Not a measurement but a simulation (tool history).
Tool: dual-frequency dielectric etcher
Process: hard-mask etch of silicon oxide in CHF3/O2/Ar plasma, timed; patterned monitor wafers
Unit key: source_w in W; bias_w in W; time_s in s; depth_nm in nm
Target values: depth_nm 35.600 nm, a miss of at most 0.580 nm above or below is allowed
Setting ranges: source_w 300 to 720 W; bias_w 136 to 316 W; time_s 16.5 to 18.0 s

run 1 hour=0.0 | source_w=510 bias_w=226 time_s=18.0 | depth_nm=40.112
run 2 hour=6.5 | source_w=460 bias_w=223 time_s=18.0 | depth_nm=39.014
run 3 hour=7.1 | source_w=420 bias_w=223 time_s=18.0 | depth_nm=37.910
run 4 hour=10.8 | source_w=390 bias_w=221 time_s=18.0 | depth_nm=37.101
run 5 hour=15.5 | source_w=370 bias_w=220 time_s=18.0 | depth_nm=36.686
run 6 hour=19.1 | source_w=370 bias_w=220 time_s=16.5 | depth_nm=33.578
run 7 hour=20.1 | source_w=390 bias_w=221 time_s=16.5 | depth_nm=34.057
run 8 hour=22.5 | source_w=390 bias_w=221 time_s=16.5 | depth_nm=34.151
run 9 hour=30.5 | source_w=410 bias_w=222 time_s=16.5 | depth_nm=34.667

5 next moves are on the table. One of them brings every result within its allowed miss. Which?
run A hour=38.5 | source_w=330 bias_w=217 time_s=17.5 | depth_nm=?
run B hour=38.5 | source_w=320 bias_w=237 time_s=17.0 | depth_nm=?
run C hour=38.5 | source_w=390 bias_w=231 time_s=17.0 | depth_nm=?
run D hour=38.5 | source_w=370 bias_w=236 time_s=16.5 | depth_nm=?
run E hour=38.5 | source_w=340 bias_w=196 time_s=18.0 | depth_nm=?

move=A depth_nm=34.589
move=B depth_nm=34.608
move=C depth_nm=35.852
move=D depth_nm=34.668
move=E depth_nm=34.351
A: moves away from the targets compared with the last run
B: moves away from the targets compared with the last run
C: each result inside its tolerance
D: neither nearer nor further off than the last run
E: moves away from the targets compared with the last run
Correct choice: C, which meets every target
